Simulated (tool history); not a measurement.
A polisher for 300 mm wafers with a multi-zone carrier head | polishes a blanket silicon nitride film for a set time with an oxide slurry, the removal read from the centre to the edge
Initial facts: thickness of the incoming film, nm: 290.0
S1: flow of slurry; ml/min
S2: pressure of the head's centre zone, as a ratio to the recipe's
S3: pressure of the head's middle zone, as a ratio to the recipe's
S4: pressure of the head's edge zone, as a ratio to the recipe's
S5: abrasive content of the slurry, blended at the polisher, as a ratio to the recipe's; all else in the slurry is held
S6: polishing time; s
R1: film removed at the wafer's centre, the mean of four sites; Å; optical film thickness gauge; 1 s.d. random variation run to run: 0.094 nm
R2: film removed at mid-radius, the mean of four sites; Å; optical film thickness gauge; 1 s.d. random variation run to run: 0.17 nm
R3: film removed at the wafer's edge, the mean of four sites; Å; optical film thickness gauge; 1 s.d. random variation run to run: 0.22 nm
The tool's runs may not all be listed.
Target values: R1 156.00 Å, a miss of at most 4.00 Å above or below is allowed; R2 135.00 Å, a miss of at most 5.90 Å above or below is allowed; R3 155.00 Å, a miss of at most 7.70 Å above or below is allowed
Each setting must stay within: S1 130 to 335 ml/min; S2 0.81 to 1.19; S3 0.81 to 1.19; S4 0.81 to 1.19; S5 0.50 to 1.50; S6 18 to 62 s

run	hour	S1	S2	S3	S4	S5	S6	R1	R2	R3
1	0.0	215	1.00	1.00	1.00	1.00	40	277.74	282.22	259.77
2	8.4	215	1.00	1.00	1.00	0.85	40	255.95	256.88	238.50
3	11.9	210	0.99	0.97	1.00	0.80	38	235.27	223.42	223.87
4	15.1	210	0.99	0.97	1.00	0.95	38	257.38	249.65	234.03
# hour 23.0: edge zone pressure recalibrated
5	23.0	205	0.96	0.94	0.99	0.85	37	228.52	226.01	226.88
6	29.3	205	0.96	0.93	0.99	0.80	35	207.13	198.35	214.55
7	36.1	200	0.97	0.93	0.98	0.75	34	196.24	186.91	193.48
8	39.4	195	0.97	0.91	0.97	0.70	34	188.90	178.49	190.43
9	47.0	195	0.98	0.90	0.96	0.65	34	181.48	167.71	178.10
10	55.4	190	0.98	0.88	0.95	0.60	34	173.19	156.42	169.03
11	61.2	185	0.98	0.87	0.94	0.60	34	171.83	153.61	170.08
12	68.2	180	0.98	0.86	0.93	0.60	34	173.28	153.19	170.61
13	71.2	180	0.98	0.85	0.92	0.60	34	171.46	153.88	170.21
14	80.0	175	0.98	0.84	0.92	0.60	34	170.19	149.65	167.22
15	81.7	170	0.98	0.83	0.92	0.60	34	170.06	148.47	161.81
16	87.9	175	0.97	0.82	0.93	0.55	34	160.68	141.18	157.81
17	95.6	175	0.97	0.82	0.94	0.55	34	161.20	137.30	161.72
18	102.5	170	0.97	0.82	0.93	0.55	34	158.58	139.61	157.88

5 candidate next runs follow, results not yet known. Just one meets every target within its allowed miss. Identify it.
A	109.4	195	0.97	0.82	0.95	0.60	31	?	?	?
B	109.4	170	1.00	0.81	0.96	0.60	32	?	?	?
C	109.4	205	0.93	0.89	0.87	0.55	33	?	?	?
D	109.4	135	1.04	0.92	0.86	0.60	32	?	?	?
E	109.4	185	0.89	0.81	0.95	0.50	38	?	?	?

move	R1	R2	R3
A	157.49	135.37	154.96
B	164.19	135.78	158.60
C	153.60	147.22	150.85
D	164.30	145.55	146.73
E	156.95	145.86	168.91
A: meets every target
B: meets the target for the result that was furthest off, but another lies outside its allowed miss
C: the biggest miss grows against the last run
D: the biggest miss grows against the last run
E: the biggest miss grows against the last run
The right move is A.
